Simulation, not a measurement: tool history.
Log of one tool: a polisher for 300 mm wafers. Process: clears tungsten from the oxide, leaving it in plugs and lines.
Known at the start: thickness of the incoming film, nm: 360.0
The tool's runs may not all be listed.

run  hour  flow of slurry (ml/min)  pressure of the wafer on the pad (psi)  speed of the pad under the wafer (cm/s)  abrasive content of the slurry  overpolish time after the end point (s)  time until the end point was called (s)
  1   0.0                      250                                     3.3                                      116                            1.00                                        3                                   75.530
  2   3.3                      250                                     3.3                                      116                            1.00                                        3                                   76.328
  3  10.1                      250                                     3.3                                      116                            1.20                                        3                                   69.835
  4  10.8                      250                                     2.4                                      116                            1.20                                        3                                   95.305
  5  16.1                      245                                     2.1                                       98                            1.15                                        3                                  134.940
  6  23.9                      245                                     1.9                                       90                            1.15                                        3                                  156.110

Forecast run 7:
  7  26.4                      245                                     1.8                                       84                            1.15                                        3                                        ?

time until the end point was called (s): 175.960
